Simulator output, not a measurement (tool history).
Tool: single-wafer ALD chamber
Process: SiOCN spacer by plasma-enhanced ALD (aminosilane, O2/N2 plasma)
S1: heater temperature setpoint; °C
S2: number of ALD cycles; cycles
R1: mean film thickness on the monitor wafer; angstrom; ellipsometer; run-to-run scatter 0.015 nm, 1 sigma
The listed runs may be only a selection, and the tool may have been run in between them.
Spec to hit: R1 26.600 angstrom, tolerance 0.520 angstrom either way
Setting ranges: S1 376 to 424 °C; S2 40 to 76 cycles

run 1 hour=0.0 | S1=400 S2=58 | R1=31.641
run 2 hour=7.6 | S1=406 S2=58 | R1=31.141
run 3 hour=10.4 | S1=407 S2=56 | R1=30.214
run 4 hour=16.7 | S1=417 S2=56 | R1=29.305
-- hour=21.2 thermocouple changed; heater temperature recalibrated
run 5 hour=21.2 | S1=412 S2=56 | R1=28.972
run 6 hour=22.7 | S1=412 S2=53 | R1=27.718
run 7 hour=29.2 | S1=413 S2=53 | R1=27.934
run 8 hour=33.5 | S1=414 S2=53 | R1=27.123
run 9 hour=34.8 | S1=414 S2=53 | R1=27.160
run 10 hour=41.3 | S1=415 S2=53 | R1=27.266
run 11 hour=48.4 | S1=415 S2=53 | R1=27.368
run 12 hour=51.7 | S1=416 S2=53 | R1=27.277
run 13 hour=56.7 | S1=417 S2=53 | R1=27.274

Consider the 4 candidate settings below. Which is the only one whose results all fall within their allowed miss of target?
run A hour=61.7 | S1=424 S2=51 | R1=?
run B hour=61.7 | S1=421 S2=57 | R1=?
run C hour=61.7 | S1=417 S2=52 | R1=?
run D hour=61.7 | S1=411 S2=53 | R1=?

move=A R1=25.629
move=B R1=28.945
move=C R1=26.772
move=D R1=27.847
A: the result that was furthest off in the last run now lies on the other side of its target
B: lands further from the targets than the last run did
C: hits every target within its allowed miss
D: lands further from the targets than the last run did
So the answer is move C, the one that meets all the targets.

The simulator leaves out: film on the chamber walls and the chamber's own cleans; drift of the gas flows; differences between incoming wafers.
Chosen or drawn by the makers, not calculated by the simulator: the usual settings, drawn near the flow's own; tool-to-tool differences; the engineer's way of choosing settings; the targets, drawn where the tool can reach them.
